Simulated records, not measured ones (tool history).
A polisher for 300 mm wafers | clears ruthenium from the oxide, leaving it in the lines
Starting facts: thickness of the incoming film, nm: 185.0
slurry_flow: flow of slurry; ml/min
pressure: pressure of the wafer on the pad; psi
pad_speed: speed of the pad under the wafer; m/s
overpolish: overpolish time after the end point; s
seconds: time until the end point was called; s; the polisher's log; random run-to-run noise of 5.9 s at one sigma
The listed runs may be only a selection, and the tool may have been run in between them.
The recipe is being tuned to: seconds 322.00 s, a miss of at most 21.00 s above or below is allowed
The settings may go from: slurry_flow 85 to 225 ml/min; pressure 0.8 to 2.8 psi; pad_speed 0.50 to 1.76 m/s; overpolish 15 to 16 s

Run 1, hour 0.0: slurry_flow 145 ml/min, pressure 1.8 psi, pad_speed 1.12 m/s, overpolish 15 s. Result: seconds 200.83 s.
Run 2, hour 1.7: slurry_flow 145 ml/min, pressure 1.8 psi, pad_speed 1.12 m/s, overpolish 15 s. Result: seconds 199.41 s.
Run 3, hour 8.8: slurry_flow 145 ml/min, pressure 1.6 psi, pad_speed 1.10 m/s, overpolish 15 s. Result: seconds 220.89 s.
Run 4, hour 13.4: slurry_flow 145 ml/min, pressure 1.6 psi, pad_speed 1.30 m/s, overpolish 15 s. Result: seconds 197.27 s.
Run 5, hour 21.1: slurry_flow 145 ml/min, pressure 1.6 psi, pad_speed 1.08 m/s, overpolish 15 s. Result: seconds 227.75 s.
Run 6, hour 23.7: slurry_flow 145 ml/min, pressure 1.6 psi, pad_speed 0.86 m/s, overpolish 15 s. Result: seconds 270.79 s.
Run 7, hour 31.6: slurry_flow 145 ml/min, pressure 1.6 psi, pad_speed 0.86 m/s, overpolish 15 s. Result: seconds 273.17 s.
Run 8, hour 35.0: slurry_flow 145 ml/min, pressure 1.5 psi, pad_speed 0.86 m/s, overpolish 15 s. Result: seconds 278.20 s.
Run 9, hour 36.5: slurry_flow 145 ml/min, pressure 1.2 psi, pad_speed 0.82 m/s, overpolish 15 s. Result: seconds 356.03 s.

Below are 4 possible settings for the next run. Only one of them brings all results inside the allowed miss of their targets. Which is it?
Run A, hour 38.0: slurry_flow 115 ml/min, pressure 1.3 psi, pad_speed 0.62 m/s, overpolish 15 s. Result: seconds ?.
Run B, hour 38.0: slurry_flow 140 ml/min, pressure 1.0 psi, pad_speed 0.80 m/s, overpolish 15 s. Result: seconds ?.
Run C, hour 38.0: slurry_flow 120 ml/min, pressure 1.2 psi, pad_speed 0.78 m/s, overpolish 15 s. Result: seconds ?.
Run D, hour 38.0: slurry_flow 135 ml/min, pressure 1.2 psi, pad_speed 0.94 m/s, overpolish 15 s. Result: seconds ?.

move  seconds
   A   423.60
   B   405.11
   C   374.02
   D   315.13
A: lands further from the targets than the last run did
B: lands further from the targets than the last run did
C: lands further from the targets than the last run did
D: each result inside its tolerance
So the answer is move D, the one that meets all the targets.
